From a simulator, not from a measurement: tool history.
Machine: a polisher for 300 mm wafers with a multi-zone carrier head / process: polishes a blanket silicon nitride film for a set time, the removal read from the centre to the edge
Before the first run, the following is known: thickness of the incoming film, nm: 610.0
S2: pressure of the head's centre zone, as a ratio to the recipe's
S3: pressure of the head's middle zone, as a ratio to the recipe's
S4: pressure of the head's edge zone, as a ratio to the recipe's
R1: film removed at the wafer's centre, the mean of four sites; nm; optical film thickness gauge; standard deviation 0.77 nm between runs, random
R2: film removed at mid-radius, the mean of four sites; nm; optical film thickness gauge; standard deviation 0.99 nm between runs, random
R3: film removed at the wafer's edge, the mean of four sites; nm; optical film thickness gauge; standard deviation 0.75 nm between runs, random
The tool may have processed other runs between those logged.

Run 1, hour 0: flow of slurry (ml/min) 300, S2 1, S3 1, S4 1, polishing time (s) 50. Result: R1 74.603 nm, R2 73.283 nm, R3 69.627 nm.
Run 2, hour 3.9: flow of slurry (ml/min) 300, S2 1, S3 1, S4 1.04, polishing time (s) 50. Result: R1 74.6 nm, R2 72.213 nm, R3 70.947 nm.
Run 3, hour 7.3: flow of slurry (ml/min) 310, S2 0.99, S3 1.04, S4 1.04, polishing time (s) 53. Result: R1 79.548 nm, R2 79.154 nm, R3 76.125 nm.
Run 4, hour 12.4: flow of slurry (ml/min) 310, S2 0.99, S3 1.1, S4 1.04, polishing time (s) 53. Result: R1 79.946 nm, R2 83.734 nm, R3 75.467 nm.
Run 5, hour 14.5: flow of slurry (ml/min) 310, S2 1.04, S3 1.1, S4 1.04, polishing time (s) 53. Result: R1 82.726 nm, R2 83.184 nm, R3 74.99 nm.
Run 6, hour 18: flow of slurry (ml/min) 310, S2 0.97, S3 1.1, S4 1.04, polishing time (s) 53. Result: R1 77.088 nm, R2 83.727 nm, R3 75.292 nm.
At hour 21.6: edge zone pressure recalibrated.
Run 7, hour 21.6: flow of slurry (ml/min) 315, S2 0.96, S3 1.12, S4 1.04, polishing time (s) 55. Result: R1 79.451 nm, R2 88.261 nm, R3 82.529 nm.
Run 8, hour 25.2: flow of slurry (ml/min) 315, S2 0.96, S3 1.12, S4 1.04, polishing time (s) 55. Result: R1 80.802 nm, R2 87.239 nm, R3 82.699 nm.
Run 9, hour 30.8: flow of slurry (ml/min) 315, S2 0.96, S3 1.12, S4 1.04, polishing time (s) 55. Result: R1 80.374 nm, R2 88.772 nm, R3 81.43 nm.

The next listed run, before its measurement:
Run 10, hour 34: flow of slurry (ml/min) 325, S2 0.96, S3 1.13, S4 1.01, polishing time (s) 57. Result: R1 ?, R2 ?, R3 ?.

R1: 83.141 nm
R2: 94.491 nm
R3: 84.506 nm

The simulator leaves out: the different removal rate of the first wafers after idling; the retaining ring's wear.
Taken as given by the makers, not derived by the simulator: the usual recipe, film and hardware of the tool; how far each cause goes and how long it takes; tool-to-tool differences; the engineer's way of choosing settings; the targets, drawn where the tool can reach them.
